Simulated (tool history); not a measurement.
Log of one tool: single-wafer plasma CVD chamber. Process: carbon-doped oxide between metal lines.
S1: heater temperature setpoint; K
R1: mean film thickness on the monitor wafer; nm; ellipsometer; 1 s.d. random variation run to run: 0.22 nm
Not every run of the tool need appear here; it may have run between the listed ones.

Run 1, hour 0: S1 603.15 K, chamber pressure (mTorr) 5630, RF power (kW) 0.475, deposition time (s) 15.9. Result: R1 80.671 nm.
Run 2, hour 7.9: S1 603.15 K, chamber pressure (mTorr) 5630, RF power (kW) 0.475, deposition time (s) 15.9. Result: R1 80.806 nm.
Run 3, hour 14.5: S1 603.15 K, chamber pressure (mTorr) 5630, RF power (kW) 0.475, deposition time (s) 15.9. Result: R1 80.391 nm.
Run 4, hour 17: S1 603.15 K, chamber pressure (mTorr) 6160, RF power (kW) 0.475, deposition time (s) 15.9. Result: R1 80.903 nm.
Run 5, hour 25.3: S1 603.15 K, chamber pressure (mTorr) 5330, RF power (kW) 0.475, deposition time (s) 15.9. Result: R1 80.011 nm.
Run 6, hour 27.3: S1 603.15 K, chamber pressure (mTorr) 4590, RF power (kW) 0.475, deposition time (s) 15.9. Result: R1 78.009 nm.
Run 7, hour 34: S1 605.15 K, chamber pressure (mTorr) 4350, RF power (kW) 0.455, deposition time (s) 15.9. Result: R1 74.831 nm.
Run 8, hour 38.3: S1 607.15 K, chamber pressure (mTorr) 4150, RF power (kW) 0.445, deposition time (s) 15.9. Result: R1 72.219 nm.
Run 9, hour 39: S1 610.15 K, chamber pressure (mTorr) 3990, RF power (kW) 0.44, deposition time (s) 15.9. Result: R1 70.361 nm.
Run 10, hour 41.5: S1 612.15 K, chamber pressure (mTorr) 3860, RF power (kW) 0.435, deposition time (s) 15.9. Result: R1 68.602 nm.

Expected results for the next run?
Run 11, hour 44.7: S1 612.15 K, chamber pressure (mTorr) 3860, RF power (kW) 0.435, deposition time (s) 15.9. Result: R1 ?.

For run 11 the tool returned R1 68.987 nm.
